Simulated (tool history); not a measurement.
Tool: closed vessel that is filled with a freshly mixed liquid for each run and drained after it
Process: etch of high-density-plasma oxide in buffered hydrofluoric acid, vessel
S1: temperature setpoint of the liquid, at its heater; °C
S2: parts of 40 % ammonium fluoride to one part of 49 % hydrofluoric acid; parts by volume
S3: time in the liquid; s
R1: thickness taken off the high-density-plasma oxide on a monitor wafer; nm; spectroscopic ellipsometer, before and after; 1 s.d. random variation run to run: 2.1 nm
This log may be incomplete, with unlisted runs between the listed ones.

run	hour	S1	S2	S3	R1
1	0.0	24.0	18.0	100	162.59
2	6.0	24.0	15.5	100	189.49
3	13.6	24.0	19.5	100	151.94
4	18.1	26.5	18.0	100	185.08
5	19.4	28.0	17.0	100	215.17
6	27.7	30.0	17.0	100	234.26
7	34.0	32.0	13.5	100	331.07

The next listed run, before its measurement:
8	37.8	31.5	13.5	100	?

{"run 8": {"R1": 324.96}}

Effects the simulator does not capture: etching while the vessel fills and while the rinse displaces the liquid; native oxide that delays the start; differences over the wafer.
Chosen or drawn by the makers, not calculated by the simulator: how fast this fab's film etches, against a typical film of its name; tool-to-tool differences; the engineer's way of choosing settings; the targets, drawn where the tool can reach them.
